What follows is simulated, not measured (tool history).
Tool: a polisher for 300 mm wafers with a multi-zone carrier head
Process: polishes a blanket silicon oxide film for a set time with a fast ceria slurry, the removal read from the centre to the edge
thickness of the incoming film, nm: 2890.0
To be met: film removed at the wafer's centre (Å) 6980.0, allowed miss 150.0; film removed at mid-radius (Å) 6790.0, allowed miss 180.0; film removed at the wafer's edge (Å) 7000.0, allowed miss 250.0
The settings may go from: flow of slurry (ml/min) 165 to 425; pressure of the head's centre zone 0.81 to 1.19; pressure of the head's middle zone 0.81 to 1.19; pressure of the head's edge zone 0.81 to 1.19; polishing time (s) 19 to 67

run  hour  flow of slurry (ml/min)  pressure of the head's centre zone  pressure of the head's middle zone  pressure of the head's edge zone  polishing time (s)  film removed at the wafer's centre (Å)  film removed at mid-radius (Å)  film removed at the wafer's edge (Å)
  1   0.0                      275                                1.00                                1.00                              1.00                  43                                 11461.0                         11703.0                               11588.0
  2   6.9                      270                                0.99                                0.98                              0.98                  40                                 10498.0                         10676.0                               10618.0
  3  13.7                      265                                0.98                                0.96                              0.96                  38                                  9916.8                          9842.1                                9910.6
  4  17.4                      265                                0.98                                0.96                              0.93                  38                                  9893.7                         10153.0                                9693.5
  5  23.7                      260                                0.97                                0.94                              0.92                  36                                  9223.6                          9317.6                                9346.0
  6  27.3                      260                                0.97                                0.93                              0.91                  34                                  8656.2                          8695.2                                8727.4
  7  30.6                      260                                0.97                                0.92                              0.90                  33                                  8338.2                          8479.0                                8349.3
  8  39.0                      255                                0.97                                0.90                              0.89                  32                                  8192.1                          8187.4                                8296.5
  9  47.6                      285                                0.97                                0.87                              0.85                  23                                  5907.4                          5776.4                                5780.1

5 next moves are on the table. One of them brings every result within its allowed miss. Which?
  A  56.2                      320                                0.97                                0.91                              0.87                  25                                       ?                               ?                                     ?
  B  56.2                      245                                0.90                                0.85                              0.86                  28                                       ?                               ?                                     ?
  C  56.2                      270                                0.97                                0.88                              0.92                  27                                       ?                               ?                                     ?
  D  56.2                      325                                0.97                                0.91                              0.81                  25                                       ?                               ?                                     ?
  E  56.2                      365                                1.05                                1.09                              0.81                  19                                       ?                               ?                                     ?

move  film removed at the wafer's centre (Å)  film removed at mid-radius (Å)  film removed at the wafer's edge (Å)
   A                                  6591.4                          6485.4                                6501.8
   B                                  6614.5                          6788.9                                7087.5
   C                                  6974.1                          6750.3                                7070.7
   D                                  6602.3                          6495.6                                6344.6
   E                                  5502.7                          5534.2                                4853.1
A: nearer than the last run, and not there yet
B: nearer than the last run, and not there yet
C: meets every target
D: nearer than the last run, and not there yet
E: further off than the last run
Answer: C
